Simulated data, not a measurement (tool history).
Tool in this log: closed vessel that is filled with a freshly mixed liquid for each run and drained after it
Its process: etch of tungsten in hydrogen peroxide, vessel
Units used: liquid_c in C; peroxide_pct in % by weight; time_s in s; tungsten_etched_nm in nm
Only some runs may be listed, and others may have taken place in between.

{"run": 1, "hour": 0.0, "liquid_c": 43.0, "peroxide_pct": 21.5, "time_s": 105, "tungsten_etched_nm": 71.825}
{"run": 2, "hour": 8.9, "liquid_c": 43.0, "peroxide_pct": 21.5, "time_s": 105, "tungsten_etched_nm": 72.546}
{"run": 3, "hour": 17.7, "liquid_c": 43.0, "peroxide_pct": 23.5, "time_s": 105, "tungsten_etched_nm": 75.079}
{"run": 4, "hour": 21.0, "liquid_c": 42.0, "peroxide_pct": 23.5, "time_s": 105, "tungsten_etched_nm": 70.883}
{"run": 5, "hour": 28.7, "liquid_c": 42.0, "peroxide_pct": 20.5, "time_s": 105, "tungsten_etched_nm": 66.323}
{"run": 6, "hour": 33.7, "liquid_c": 42.0, "peroxide_pct": 23.5, "time_s": 105, "tungsten_etched_nm": 71.088}
{"run": 7, "hour": 38.6, "liquid_c": 36.5, "peroxide_pct": 23.5, "time_s": 105, "tungsten_etched_nm": 49.953}
{"run": 8, "hour": 47.4, "liquid_c": 37.0, "peroxide_pct": 23.5, "time_s": 105, "tungsten_etched_nm": 51.209}

Run 9 has not been measured yet. What should we expect?
{"run": 9, "hour": 48.7, "liquid_c": 37.0, "peroxide_pct": 23.5, "time_s": 105, "tungsten_etched_nm": "?"}

{"run 9": {"tungsten_etched_nm": 50.68}}
